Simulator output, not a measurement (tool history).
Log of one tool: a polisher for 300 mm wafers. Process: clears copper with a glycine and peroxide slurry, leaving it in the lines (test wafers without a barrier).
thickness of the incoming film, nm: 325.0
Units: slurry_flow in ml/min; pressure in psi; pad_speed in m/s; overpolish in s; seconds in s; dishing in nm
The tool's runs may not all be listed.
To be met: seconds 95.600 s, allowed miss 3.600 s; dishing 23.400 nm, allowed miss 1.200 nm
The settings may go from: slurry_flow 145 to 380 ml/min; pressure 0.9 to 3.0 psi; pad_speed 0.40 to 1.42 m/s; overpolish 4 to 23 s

run,day,slurry_flow,pressure,pad_speed,overpolish,seconds,dishing
1,0.000,245,1.9,0.90,12,90.052,32.628
2,0.054,245,1.9,0.82,12,97.177,30.188
3,0.375,245,2.2,0.82,12,86.325,33.487
4,0.429,245,2.2,0.82,15,87.105,40.902
5,0.592,225,2.2,0.82,15,85.428,40.233
6,0.908,215,2.1,0.82,13,91.518,34.560
# day 1.096: worn pad replaced by a new one
7,1.096,225,2.1,0.82,12,80.300,36.286
8,1.304,255,2.1,0.82,11,79.285,33.598

4 next moves are on the table. One of them brings every result within its allowed miss. Which?
A,1.512,210,1.7,0.66,10,?,?
B,1.512,250,1.6,0.84,9,?,?
C,1.512,195,1.9,1.14,12,?,?
D,1.512,240,1.4,0.82,10,?,?

move,seconds,dishing
A,107.120,22.924
B,93.374,23.495
C,67.053,40.993
D,104.260,23.353
A: brings the result that was furthest off to its target, and leaves another outside
B: meets every target
C: further off than the last run
D: brings the result that was furthest off to its target, and leaves another outside
The right move is B.
